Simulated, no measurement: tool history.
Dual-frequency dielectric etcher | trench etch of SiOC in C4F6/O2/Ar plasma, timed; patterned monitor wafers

run,hour,source power (W),bias power (W),etch time (s),mean etch depth across the wafer (angstrom)
1,0,390,140,24,490.77
2,5.5,410,142,24,502.98
3,13.4,420,143,24,506.52
4,19.5,420,159,24,523.63
5,22.6,430,160,24,527.15
6,31.4,370,160,24,505.88
7,40.2,390,162,24,511.89

Run 8 is up next; what results do you expect?
8,48.4,400,164,24,?

Run 8 came out at mean etch depth across the wafer (angstrom) 523.04.
